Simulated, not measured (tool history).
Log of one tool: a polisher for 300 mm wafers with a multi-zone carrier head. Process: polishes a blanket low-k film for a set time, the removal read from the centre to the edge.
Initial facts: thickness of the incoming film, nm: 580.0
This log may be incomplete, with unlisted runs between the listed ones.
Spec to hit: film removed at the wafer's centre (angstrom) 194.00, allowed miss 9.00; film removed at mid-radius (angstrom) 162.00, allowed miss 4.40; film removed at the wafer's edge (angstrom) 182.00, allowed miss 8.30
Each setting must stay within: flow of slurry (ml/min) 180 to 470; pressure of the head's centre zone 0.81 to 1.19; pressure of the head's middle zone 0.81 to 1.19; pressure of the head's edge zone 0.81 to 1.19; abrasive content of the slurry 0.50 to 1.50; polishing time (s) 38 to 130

| run | hour | flow of slurry (ml/min) | pressure of the head's centre zone | pressure of the head's middle zone | pressure of the head's edge zone | abrasive content of the slurry | polishing time (s) | film removed at the wafer's centre (angstrom) | film removed at mid-radius (angstrom) | film removed at the wafer's edge (angstrom) |
|---|---|---|---|---|---|---|---|---|---|---|
| 1 | 0.0 | 300 | 1.00 | 1.00 | 1.00 | 1.00 | 84 | 294.88 | 299.45 | 289.98 |
| 2 | 7.0 | 295 | 1.00 | 0.97 | 0.99 | 0.90 | 81 | 272.47 | 267.21 | 264.73 |
| 3 | 15.1 | 295 | 1.00 | 0.97 | 0.99 | 0.90 | 96 | 321.85 | 317.24 | 320.18 |
| 4 | 23.6 | 295 | 1.00 | 0.90 | 0.99 | 0.90 | 96 | 322.67 | 297.99 | 317.37 |
| 5 | 32.1 | 290 | 1.00 | 0.89 | 0.98 | 0.85 | 91 | 287.91 | 274.21 | 283.55 |
| 6 | 37.1 | 290 | 1.02 | 0.88 | 1.00 | 0.80 | 87 | 278.84 | 245.83 | 262.34 |
| 7 | 43.5 | 265 | 0.97 | 0.82 | 0.98 | 0.55 | 67 | 154.09 | 138.72 | 156.06 |
| 8 | 47.5 | 280 | 0.98 | 0.83 | 1.00 | 0.55 | 67 | 154.22 | 140.78 | 157.96 |
| 9 | 49.3 | 280 | 1.00 | 0.84 | 1.02 | 0.55 | 67 | 156.48 | 142.09 | 162.47 |
| 10 | 49.9 | 325 | 1.10 | 0.94 | 1.05 | 0.65 | 67 | 195.34 | 179.15 | 180.88 |
| 11 | 51.6 | 315 | 1.10 | 0.92 | 1.05 | 0.65 | 67 | 200.86 | 175.95 | 184.35 |
| 12 | 52.4 | 310 | 1.10 | 0.91 | 1.05 | 0.65 | 67 | 196.02 | 174.90 | 187.30 |
| 13 | 60.1 | 310 | 1.10 | 0.90 | 1.04 | 0.65 | 67 | 204.03 | 174.04 | 183.36 |
| 14 | 69.1 | 310 | 1.09 | 0.89 | 1.04 | 0.65 | 67 | 199.50 | 171.42 | 186.91 |
| 15 | 69.9 | 305 | 1.09 | 0.88 | 1.04 | 0.65 | 67 | 196.01 | 170.07 | 178.64 |

Exercise: of the 4 proposed moves below, exactly one satisfies all targets within the stated allowed misses. Which move is it?
| A | 70.7 | 340 | 1.11 | 0.98 | 1.03 | 0.70 | 58 | ? | ? | ? |
| B | 70.7 | 285 | 1.12 | 0.89 | 1.14 | 0.60 | 67 | ? | ? | ? |
| C | 70.7 | 315 | 1.06 | 0.94 | 1.05 | 0.60 | 72 | ? | ? | ? |
| D | 70.7 | 340 | 1.13 | 0.98 | 1.00 | 1.05 | 48 | ? | ? | ? |

| move | film removed at the wafer's centre (angstrom) | film removed at mid-radius (angstrom) | film removed at the wafer's edge (angstrom) |
|---|---|---|---|
| A | 187.51 | 167.31 | 166.18 |
| B | 192.73 | 159.13 | 179.59 |
| C | 198.89 | 180.01 | 186.55 |
| D | 198.33 | 173.96 | 170.32 |
A: no better and no worse than the last run
B: every result lands within tolerance
C: lands further from the targets than the last run did
D: lands further from the targets than the last run did
The move that meets every target is B.

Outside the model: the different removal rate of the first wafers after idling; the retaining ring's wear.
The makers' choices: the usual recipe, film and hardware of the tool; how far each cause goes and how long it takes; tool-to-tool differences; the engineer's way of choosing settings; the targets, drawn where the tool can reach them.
